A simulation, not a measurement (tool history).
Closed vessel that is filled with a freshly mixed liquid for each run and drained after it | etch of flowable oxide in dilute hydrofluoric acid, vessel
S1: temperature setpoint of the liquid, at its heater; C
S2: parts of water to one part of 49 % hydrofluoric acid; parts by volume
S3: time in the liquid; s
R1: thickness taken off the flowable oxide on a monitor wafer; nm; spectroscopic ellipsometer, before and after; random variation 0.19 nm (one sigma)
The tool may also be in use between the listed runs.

run 1 day=0.000 | S1=26.0 S2=185 S3=95 | R1=28.689
run 2 day=0.342 | S1=26.5 S2=185 S3=95 | R1=29.218
run 3 day=0.667 | S1=27.0 S2=185 S3=95 | R1=29.711
run 4 day=0.708 | S1=27.5 S2=185 S3=95 | R1=30.048
run 5 day=0.908 | S1=27.5 S2=185 S3=95 | R1=30.084
run 6 day=1.208 | S1=28.0 S2=185 S3=95 | R1=30.645
run 7 day=1.571 | S1=28.5 S2=185 S3=95 | R1=31.371
run 8 day=1.892 | S1=29.0 S2=185 S3=95 | R1=31.764

Run 9 comes next. What will it give?
run 9 day=2.033 | S1=29.0 S2=185 S3=95 | R1=?

{"run 9": {"R1": 31.749}}
